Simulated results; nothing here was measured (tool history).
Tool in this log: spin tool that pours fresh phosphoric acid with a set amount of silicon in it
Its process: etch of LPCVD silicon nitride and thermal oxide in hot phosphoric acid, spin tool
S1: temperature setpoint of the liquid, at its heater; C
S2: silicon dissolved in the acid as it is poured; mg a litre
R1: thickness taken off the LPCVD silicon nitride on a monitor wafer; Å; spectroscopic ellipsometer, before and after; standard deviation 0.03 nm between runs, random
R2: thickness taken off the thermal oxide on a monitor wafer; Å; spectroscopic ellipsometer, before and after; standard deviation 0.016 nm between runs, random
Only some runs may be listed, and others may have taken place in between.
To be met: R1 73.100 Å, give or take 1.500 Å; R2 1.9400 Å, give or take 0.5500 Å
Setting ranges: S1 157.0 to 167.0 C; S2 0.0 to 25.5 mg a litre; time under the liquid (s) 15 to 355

{"run": 1, "hour": 0.0, "S1": 162.0, "S2": 11.0, "time under the liquid (s)": 180, "R1": 201.94, "R2": 5.0895}
{"run": 2, "hour": 8.6, "S1": 161.0, "S2": 11.0, "time under the liquid (s)": 180, "R1": 195.33, "R2": 4.3872}
{"run": 3, "hour": 14.8, "S1": 161.0, "S2": 11.0, "time under the liquid (s)": 250, "R1": 268.99, "R2": 5.7567}
{"run": 4, "hour": 21.4, "S1": 160.5, "S2": 9.5, "time under the liquid (s)": 210, "R1": 221.99, "R2": 5.5445}
{"run": 5, "hour": 23.5, "S1": 159.0, "S2": 9.5, "time under the liquid (s)": 210, "R1": 212.44, "R2": 5.3871}
{"run": 6, "hour": 25.2, "S1": 157.0, "S2": 9.5, "time under the liquid (s)": 210, "R1": 197.79, "R2": 3.9013}
{"run": 7, "hour": 26.5, "S1": 157.0, "S2": 8.5, "time under the liquid (s)": 180, "R1": 169.75, "R2": 3.7631}
{"run": 8, "hour": 33.8, "S1": 157.0, "S2": 8.5, "time under the liquid (s)": 155, "R1": 146.57, "R2": 3.0536}
{"run": 9, "hour": 37.9, "S1": 157.0, "S2": 7.5, "time under the liquid (s)": 135, "R1": 127.69, "R2": 2.6877}
{"run": 10, "hour": 41.8, "S1": 157.0, "S2": 6.5, "time under the liquid (s)": 120, "R1": 113.43, "R2": 2.6237}
{"run": 11, "hour": 49.9, "S1": 157.0, "S2": 6.0, "time under the liquid (s)": 110, "R1": 102.98, "R2": 2.2817}
{"run": 12, "hour": 56.5, "S1": 157.0, "S2": 5.0, "time under the liquid (s)": 105, "R1": 98.876, "R2": 2.2794}
{"run": 13, "hour": 65.2, "S1": 157.0, "S2": 4.0, "time under the liquid (s)": 100, "R1": 93.944, "R2": 2.1792}
{"run": 14, "hour": 71.4, "S1": 157.0, "S2": 3.5, "time under the liquid (s)": 95, "R1": 88.637, "R2": 2.2076}
{"run": 15, "hour": 79.8, "S1": 157.0, "S2": 3.0, "time under the liquid (s)": 90, "R1": 85.027, "R2": 1.8772}
{"run": 16, "hour": 81.9, "S1": 157.5, "S2": 2.5, "time under the liquid (s)": 85, "R1": 81.422, "R2": 1.6184}
{"run": 17, "hour": 85.1, "S1": 157.0, "S2": 0.0, "time under the liquid (s)": 65, "R1": 61.159, "R2": 1.7855}
{"run": 18, "hour": 86.3, "S1": 157.5, "S2": 0.5, "time under the liquid (s)": 65, "R1": 62.341, "R2": 1.5583}
{"run": 19, "hour": 93.1, "S1": 157.5, "S2": 1.0, "time under the liquid (s)": 65, "R1": 62.073, "R2": 1.7326}
{"run": 20, "hour": 94.8, "S1": 157.5, "S2": 1.0, "time under the liquid (s)": 65, "R1": 62.503, "R2": 1.5192}
{"run": 21, "hour": 102.1, "S1": 157.5, "S2": 1.5, "time under the liquid (s)": 65, "R1": 62.131, "R2": 1.5912}
{"run": 22, "hour": 108.4, "S1": 157.5, "S2": 1.5, "time under the liquid (s)": 65, "R1": 62.112, "R2": 1.7316}
{"run": 23, "hour": 112.0, "S1": 157.5, "S2": 2.5, "time under the liquid (s)": 65, "R1": 62.259, "R2": 1.2671}
{"run": 24, "hour": 115.2, "S1": 157.5, "S2": 2.5, "time under the liquid (s)": 70, "R1": 67.497, "R2": 1.515}
{"run": 25, "hour": 116.8, "S1": 157.5, "S2": 2.0, "time under the liquid (s)": 80, "R1": 77.486, "R2": 1.9337}
{"run": 26, "hour": 118.4, "S1": 157.5, "S2": 1.5, "time under the liquid (s)": 80, "R1": 76.05, "R2": 1.5759}
{"run": 27, "hour": 127.1, "S1": 157.5, "S2": 2.5, "time under the liquid (s)": 80, "R1": 76.218, "R2": 1.6843}
{"run": 28, "hour": 128.7, "S1": 157.5, "S2": 2.0, "time under the liquid (s)": 80, "R1": 77.296, "R2": 2.022}

Exactly one of the 4 candidate moves below puts every result within its allowed miss. Which one?
{"run": "A", "hour": 130.3, "S1": 158.0, "S2": 0.5, "time under the liquid (s)": 75, "R1": "?", "R2": "?"}
{"run": "B", "hour": 130.3, "S1": 157.5, "S2": 9.0, "time under the liquid (s)": 85, "R1": "?", "R2": "?"}
{"run": "C", "hour": 130.3, "S1": 160.5, "S2": 13.5, "time under the liquid (s)": 80, "R1": "?", "R2": "?"}
{"run": "D", "hour": 130.3, "S1": 157.5, "S2": 0.0, "time under the liquid (s)": 80, "R1": "?", "R2": "?"}

move=A R1=73.291 R2=1.7469
move=B R1=81.666 R2=1.6097
move=C R1=85.050 R2=1.7088
move=D R1=76.862 R2=1.8114
A: every result lands within tolerance
B: misses by more than the last run did
C: misses by more than the last run did
D: closer than the last run, but not yet in spec
A meets every target.
